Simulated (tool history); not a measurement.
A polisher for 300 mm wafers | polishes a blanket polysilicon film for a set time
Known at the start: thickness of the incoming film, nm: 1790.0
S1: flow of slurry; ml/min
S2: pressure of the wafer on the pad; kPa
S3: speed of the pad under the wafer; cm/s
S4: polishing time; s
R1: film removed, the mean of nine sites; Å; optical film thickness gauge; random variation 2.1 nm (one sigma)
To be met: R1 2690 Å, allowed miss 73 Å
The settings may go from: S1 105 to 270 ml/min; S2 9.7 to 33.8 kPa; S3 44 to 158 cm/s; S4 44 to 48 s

| run | hour | S1 | S2 | S3 | S4 | R1 |
|---|---|---|---|---|---|---|
| 1 | 0 | 175 | 21.4 | 100 | 48 | 4227.4 |
| 2 | 5.2 | 170 | 20 | 100 | 48 | 3983 |
| 3 | 10.5 | 145 | 20 | 100 | 48 | 3903.5 |
| 4 | 15.5 | 145 | 18.6 | 100 | 48 | 3627.1 |
| 5 | 16.8 | 145 | 18.6 | 112 | 48 | 4019.7 |
| 6 | 21.5 | 145 | 18.6 | 112 | 48 | 4040 |
| 7 | 22 | 145 | 17.2 | 112 | 48 | 3718.5 |
| 8 | 27.8 | 145 | 15.9 | 112 | 48 | 3406.8 |
| 9 | 34.1 | 130 | 11 | 112 | 48 | 2426.5 |
| 10 | 40.8 | 135 | 11 | 112 | 48 | 2425.6 |
| 11 | 42.9 | 135 | 11 | 112 | 48 | 2426.1 |
| 12 | 44.6 | 140 | 11 | 112 | 48 | 2426.5 |
| 13 | 51 | 140 | 11.7 | 112 | 48 | 2549.5 |

4 next moves are on the table. One of them brings every result within its allowed miss. Which?
| A | 57.4 | 135 | 11 | 116 | 48 | ? |
| B | 57.4 | 170 | 11 | 102 | 48 | ? |
| C | 57.4 | 115 | 16.5 | 90 | 46 | ? |
| D | 57.4 | 150 | 12.4 | 100 | 46 | ? |

| move | R1 |
|---|---|
| A | 2539.4 |
| B | 2333.3 |
| C | 2746.3 |
| D | 2408.7 |
A: further off than the last run
B: further off than the last run
C: meets every target
D: further off than the last run
Move C is the one to make.
